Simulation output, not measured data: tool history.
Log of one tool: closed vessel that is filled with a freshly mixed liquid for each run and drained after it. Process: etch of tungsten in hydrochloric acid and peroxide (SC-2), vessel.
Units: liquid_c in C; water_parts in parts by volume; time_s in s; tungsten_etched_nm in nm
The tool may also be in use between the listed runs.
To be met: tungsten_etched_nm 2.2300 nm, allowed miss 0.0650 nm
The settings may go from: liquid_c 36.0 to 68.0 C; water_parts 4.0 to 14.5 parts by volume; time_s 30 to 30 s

run	day	liquid_c	water_parts	time_s	tungsten_etched_nm
1	0.000	52.0	8.0	30	5.6008
2	0.267	47.5	8.0	30	4.1022
3	0.417	47.5	8.0	30	4.0865
4	0.450	44.5	8.0	30	3.3347
5	0.546	42.5	8.0	30	2.9189
6	0.596	42.5	9.0	30	2.6544
7	0.942	41.5	9.0	30	2.4730
8	1.058	39.5	9.0	30	2.1405

5 next moves are on the table. One of them brings every result within its allowed miss. Which?
A	1.175	38.0	8.0	30	?
B	1.175	41.0	10.5	30	?
C	1.175	38.5	8.5	30	?
D	1.175	43.5	12.0	30	?
E	1.175	40.5	10.0	30	?

move	tungsten_etched_nm
A	2.1289
B	2.1089
C	2.1017
D	2.2430
E	2.1205
A: further off than the last run
B: further off than the last run
C: further off than the last run
D: meets every target
E: further off than the last run
Move D is the one to make.
